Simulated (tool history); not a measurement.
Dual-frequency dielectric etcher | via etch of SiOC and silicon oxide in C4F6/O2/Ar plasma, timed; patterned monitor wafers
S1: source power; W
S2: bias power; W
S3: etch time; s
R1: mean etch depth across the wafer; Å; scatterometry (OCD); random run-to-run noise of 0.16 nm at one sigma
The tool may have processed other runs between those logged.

run 1 hour=0 | S1=440 S2=236 S3=45.5 | R1=562.33
run 2 hour=2.6 | S1=490 S2=238 S3=45.5 | R1=591.66
run 3 hour=9 | S1=520 S2=239 S3=45.5 | R1=610.21
run 4 hour=12.8 | S1=540 S2=240 S3=45.5 | R1=621.57
run 5 hour=17.2 | S1=540 S2=214 S3=45.5 | R1=598.77
run 6 hour=25.8 | S1=540 S2=189 S3=45.5 | R1=580.93
run 7 hour=30 | S1=560 S2=199 S3=45.5 | R1=593.58

Run 8 is up next; what results do you expect?
run 8 hour=38.7 | S1=580 S2=209 S3=45.5 | R1=?

R1: 618.04 Å

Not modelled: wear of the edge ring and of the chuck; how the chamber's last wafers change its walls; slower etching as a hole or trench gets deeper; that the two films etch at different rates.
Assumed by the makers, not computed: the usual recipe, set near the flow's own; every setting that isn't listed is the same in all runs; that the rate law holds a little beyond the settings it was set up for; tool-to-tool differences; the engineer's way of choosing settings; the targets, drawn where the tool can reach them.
